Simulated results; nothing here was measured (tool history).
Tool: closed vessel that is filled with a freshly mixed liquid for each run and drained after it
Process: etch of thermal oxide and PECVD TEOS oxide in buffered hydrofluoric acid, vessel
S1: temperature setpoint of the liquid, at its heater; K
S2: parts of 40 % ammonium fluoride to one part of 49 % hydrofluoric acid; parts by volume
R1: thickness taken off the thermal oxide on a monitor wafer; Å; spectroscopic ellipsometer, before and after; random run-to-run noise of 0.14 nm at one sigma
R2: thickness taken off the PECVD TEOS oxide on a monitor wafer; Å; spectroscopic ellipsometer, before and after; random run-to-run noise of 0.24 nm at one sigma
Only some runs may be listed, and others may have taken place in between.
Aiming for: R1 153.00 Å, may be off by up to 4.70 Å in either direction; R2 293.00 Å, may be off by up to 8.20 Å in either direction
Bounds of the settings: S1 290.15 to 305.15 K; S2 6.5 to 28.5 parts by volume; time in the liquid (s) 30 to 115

{"run": 1, "hour": 0.0, "S1": 297.15, "S2": 17.5, "time in the liquid (s)": 60, "R1": 424.39, "R2": 815.08}
{"run": 2, "hour": 6.7, "S1": 295.15, "S2": 20.5, "time in the liquid (s)": 60, "R1": 330.5, "R2": 630.22}
{"run": 3, "hour": 8.7, "S1": 295.15, "S2": 23.0, "time in the liquid (s)": 60, "R1": 298.48, "R2": 583.8}
{"run": 4, "hour": 14.7, "S1": 293.65, "S2": 24.0, "time in the liquid (s)": 55, "R1": 253.57, "R2": 482.56}
{"run": 5, "hour": 20.2, "S1": 293.65, "S2": 27.5, "time in the liquid (s)": 55, "R1": 224.43, "R2": 424.96}
{"run": 6, "hour": 25.0, "S1": 292.65, "S2": 28.0, "time in the liquid (s)": 50, "R1": 191.88, "R2": 369.46}
{"run": 7, "hour": 33.8, "S1": 292.15, "S2": 28.0, "time in the liquid (s)": 50, "R1": 186.4, "R2": 356.81}
{"run": 8, "hour": 40.9, "S1": 291.65, "S2": 28.0, "time in the liquid (s)": 50, "R1": 178.84, "R2": 350.03}
{"run": 9, "hour": 45.2, "S1": 291.65, "S2": 28.5, "time in the liquid (s)": 45, "R1": 159.43, "R2": 307.41}

Pick the move, out of 4, that brings all results within their allowed miss; only one does.
{"run": "A", "hour": 49.5, "S1": 299.15, "S2": 28.5, "time in the liquid (s)": 30, "R1": "?", "R2": "?"}
{"run": "B", "hour": 49.5, "S1": 292.15, "S2": 25.0, "time in the liquid (s)": 35, "R1": "?", "R2": "?"}
{"run": "C", "hour": 49.5, "S1": 298.15, "S2": 28.5, "time in the liquid (s)": 30, "R1": "?", "R2": "?"}
{"run": "D", "hour": 49.5, "S1": 290.65, "S2": 26.0, "time in the liquid (s)": 45, "R1": "?", "R2": "?"}

move=A R1=164.35 R2=310.21
move=B R1=142.34 R2=268.68
move=C R1=155.63 R2=293.75
move=D R1=163.54 R2=308.69
A: further off than the last run
B: takes the result that was furthest off past its target
C: all results land within tolerance of their targets
D: further off than the last run
C is the move that brings every result within its allowed miss.

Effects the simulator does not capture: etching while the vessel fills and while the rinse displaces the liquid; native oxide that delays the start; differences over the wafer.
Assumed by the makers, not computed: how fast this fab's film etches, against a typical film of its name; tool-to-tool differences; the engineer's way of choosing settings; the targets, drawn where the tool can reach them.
